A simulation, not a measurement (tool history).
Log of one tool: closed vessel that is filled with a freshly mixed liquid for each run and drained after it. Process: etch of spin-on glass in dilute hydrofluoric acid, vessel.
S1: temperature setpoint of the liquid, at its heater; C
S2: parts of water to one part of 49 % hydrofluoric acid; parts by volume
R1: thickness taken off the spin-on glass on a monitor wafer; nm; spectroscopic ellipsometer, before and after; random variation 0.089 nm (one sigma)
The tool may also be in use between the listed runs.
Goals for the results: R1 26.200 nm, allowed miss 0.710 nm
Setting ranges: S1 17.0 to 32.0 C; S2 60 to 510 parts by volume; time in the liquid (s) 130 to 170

{"run": 1, "hour": 0.0, "S1": 24.0, "S2": 285, "time in the liquid (s)": 170, "R1": 16.91}
{"run": 2, "hour": 3.4, "S1": 21.0, "S2": 285, "time in the liquid (s)": 170, "R1": 15.259}
{"run": 3, "hour": 9.0, "S1": 21.0, "S2": 335, "time in the liquid (s)": 170, "R1": 12.489}
{"run": 4, "hour": 16.9, "S1": 22.5, "S2": 335, "time in the liquid (s)": 170, "R1": 13.049}
{"run": 5, "hour": 23.5, "S1": 24.5, "S2": 310, "time in the liquid (s)": 170, "R1": 15.518}
{"run": 6, "hour": 27.3, "S1": 26.0, "S2": 295, "time in the liquid (s)": 170, "R1": 17.375}
{"run": 7, "hour": 30.6, "S1": 27.0, "S2": 285, "time in the liquid (s)": 170, "R1": 18.843}
{"run": 8, "hour": 32.9, "S1": 28.0, "S2": 275, "time in the liquid (s)": 170, "R1": 20.49}
{"run": 9, "hour": 35.0, "S1": 29.0, "S2": 270, "time in the liquid (s)": 170, "R1": 21.54}
{"run": 10, "hour": 41.5, "S1": 29.0, "S2": 270, "time in the liquid (s)": 170, "R1": 21.681}
{"run": 11, "hour": 47.9, "S1": 29.5, "S2": 265, "time in the liquid (s)": 170, "R1": 22.378}
{"run": 12, "hour": 49.3, "S1": 30.0, "S2": 260, "time in the liquid (s)": 170, "R1": 23.453}

Next run, 5 choices. One meets every target within its allowed miss, the rest don't. Which?
{"run": "A", "hour": 50.7, "S1": 32.0, "S2": 255, "time in the liquid (s)": 130, "R1": "?"}
{"run": "B", "hour": 50.7, "S1": 28.5, "S2": 230, "time in the liquid (s)": 170, "R1": "?"}
{"run": "C", "hour": 50.7, "S1": 29.5, "S2": 225, "time in the liquid (s)": 170, "R1": "?"}
{"run": "D", "hour": 50.7, "S1": 28.5, "S2": 290, "time in the liquid (s)": 170, "R1": "?"}
{"run": "E", "hour": 50.7, "S1": 32.0, "S2": 240, "time in the liquid (s)": 170, "R1": "?"}

move=A R1=19.722
move=B R1=26.197
move=C R1=27.874
move=D R1=19.437
move=E R1=27.904
A: moves away from the targets compared with the last run
B: all results in spec
C: pushes the last run's worst result past its target
D: moves away from the targets compared with the last run
E: pushes the last run's worst result past its target
B is the move that brings every result within its allowed miss.
